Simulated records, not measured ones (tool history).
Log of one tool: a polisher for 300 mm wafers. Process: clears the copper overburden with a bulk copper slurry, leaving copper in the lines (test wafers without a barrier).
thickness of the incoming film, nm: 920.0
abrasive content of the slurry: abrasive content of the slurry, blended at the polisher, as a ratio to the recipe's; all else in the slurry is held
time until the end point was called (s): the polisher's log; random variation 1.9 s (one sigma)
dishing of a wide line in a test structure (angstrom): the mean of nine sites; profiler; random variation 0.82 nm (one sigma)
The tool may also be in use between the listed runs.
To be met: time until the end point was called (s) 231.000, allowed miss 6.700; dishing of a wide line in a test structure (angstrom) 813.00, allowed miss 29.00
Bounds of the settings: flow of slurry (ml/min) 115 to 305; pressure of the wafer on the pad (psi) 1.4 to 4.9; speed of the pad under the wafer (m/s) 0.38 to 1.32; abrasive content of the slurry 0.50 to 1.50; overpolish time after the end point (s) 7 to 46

| run | day | flow of slurry (ml/min) | pressure of the wafer on the pad (psi) | speed of the pad under the wafer (m/s) | abrasive content of the slurry | overpolish time after the end point (s) | time until the end point was called (s) | dishing of a wide line in a test structure (angstrom) |
|---|---|---|---|---|---|---|---|---|
| 1 | 0.000 | 195 | 3.1 | 0.84 | 1.00 | 24 | 99.092 | 1033.50 |
| 2 | 0.308 | 195 | 3.7 | 0.84 | 1.00 | 24 | 83.959 | 1138.90 |
| 3 | 0.458 | 185 | 2.9 | 0.74 | 1.00 | 28 | 119.790 | 1001.90 |
| 4 | 0.596 | 180 | 2.4 | 0.68 | 1.00 | 31 | 156.780 | 874.48 |
| 5 | 0.621 | 170 | 2.1 | 0.68 | 1.00 | 35 | 181.400 | 842.90 |
| 6 | 0.867 | 170 | 2.9 | 0.68 | 1.00 | 35 | 133.600 | 1054.10 |
| 7 | 1.242 | 165 | 2.4 | 0.68 | 1.00 | 37 | 160.110 | 951.23 |
| 8 | 1.350 | 160 | 2.1 | 0.68 | 1.00 | 39 | 185.990 | 892.45 |
| 9 | 1.479 | 150 | 2.0 | 0.68 | 1.00 | 40 | 190.820 | 843.56 |
| 10 | 1.788 | 150 | 1.9 | 0.66 | 1.00 | 42 | 210.410 | 830.47 |
|  | 2.025 | slurry nozzle cleaned |
| 11 | 2.025 | 145 | 1.9 | 0.66 | 1.00 | 43 | 196.540 | 874.23 |
| 12 | 2.188 | 145 | 1.8 | 0.66 | 1.00 | 44 | 207.740 | 864.02 |

5 next moves are on the table. One of them brings every result within its allowed miss. Which?
| A | 2.350 | 115 | 1.9 | 0.56 | 1.10 | 43 | ? | ? |
| B | 2.350 | 145 | 1.6 | 0.88 | 0.85 | 33 | ? | ? |
| C | 2.350 | 130 | 1.8 | 0.64 | 1.15 | 46 | ? | ? |
| D | 2.350 | 165 | 1.8 | 0.54 | 0.95 | 46 | ? | ? |
| E | 2.350 | 130 | 2.3 | 0.60 | 1.10 | 39 | ? | ? |

| move | time until the end point was called (s) | dishing of a wide line in a test structure (angstrom) |
|---|---|---|
| A | 234.870 | 806.55 |
| B | 182.550 | 770.19 |
| C | 211.930 | 856.01 |
| D | 251.560 | 796.19 |
| E | 180.070 | 908.15 |
A: meets every target
B: further off than the last run
C: nearer than the last run, and not there yet
D: takes the result that was furthest off past its target
E: further off than the last run
Move A is the one to make.
